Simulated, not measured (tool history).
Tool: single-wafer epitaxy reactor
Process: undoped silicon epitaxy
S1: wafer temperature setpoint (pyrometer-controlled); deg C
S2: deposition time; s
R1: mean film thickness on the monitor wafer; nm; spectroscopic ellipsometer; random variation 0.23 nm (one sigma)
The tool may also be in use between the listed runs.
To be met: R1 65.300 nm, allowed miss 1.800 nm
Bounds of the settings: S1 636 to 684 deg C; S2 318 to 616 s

run,hour,S1,S2,R1
1,0.0,660,467,92.749
2,1.5,660,532,106.670
3,5.9,660,580,116.180
4,9.1,666,580,132.910
5,12.1,658,571,108.670
6,15.0,653,569,95.661
7,19.4,649,568,87.341
8,25.5,646,567,80.639
9,33.2,644,566,76.205
10,34.6,642,566,72.723
11,43.1,636,564,61.970

Which of these 5 next moves meets every target?
A,51.6,637,543,?
B,51.6,638,531,?
C,51.6,636,551,?
D,51.6,638,524,?
E,51.6,637,578,?

move,R1
A,61.326
B,61.511
C,60.668
D,60.700
E,65.279
A: further off than the last run
B: further off than the last run
C: further off than the last run
D: further off than the last run
E: meets every target
Move E is the one to make.
